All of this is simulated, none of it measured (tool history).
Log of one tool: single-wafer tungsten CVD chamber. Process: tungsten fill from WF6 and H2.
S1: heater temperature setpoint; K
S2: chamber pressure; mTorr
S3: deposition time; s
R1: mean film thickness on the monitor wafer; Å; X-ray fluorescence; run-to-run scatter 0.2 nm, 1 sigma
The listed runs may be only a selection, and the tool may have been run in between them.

run	hour	S1	S2	S3	R1
1	0.0	648.15	29700	16.1	313.24
2	3.7	648.15	29700	16.1	317.62
3	12.4	648.15	29700	16.1	314.72
4	15.5	639.15	29700	16.1	268.67
5	20.5	644.15	30000	16.1	295.80
6	27.0	644.15	30000	16.1	296.36
7	35.8	647.15	30200	16.1	311.32
8	36.5	647.15	30200	16.1	314.49

Forecast run 9:
9	44.3	649.15	30300	16.1	?

Run 9 came out at R1 325.52 Å.
